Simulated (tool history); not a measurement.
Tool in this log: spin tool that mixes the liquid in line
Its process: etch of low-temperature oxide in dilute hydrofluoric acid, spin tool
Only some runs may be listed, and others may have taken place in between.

run  hour  temperature setpoint of the liquid (°C)  parts of water to one part of 49 % hydrofluoric acid (parts by volume)  time under the liquid (s)  thickness taken off the low-temperature oxide on a monitor wafer (nm)
  1   0.0                                     24.0                                                                     165                        125                                                                 9.5595
  2   6.3                                     22.0                                                                     175                        125                                                                 8.1829
  3   7.8                                     22.0                                                                     175                        135                                                                 8.7236
  4  13.6                                     24.0                                                                     175                        135                                                                 9.5378
  5  22.0                                     22.0                                                                     185                        135                                                                 8.2875
  6  28.7                                     22.0                                                                     185                        125                                                                 7.6834

Expected results for the next run?
  7  36.9                                     20.5                                                                     190                        125                                                                      ?

{"run 7": {"thickness taken off the low-temperature oxide on a monitor wafer (nm)": 7.1032}}
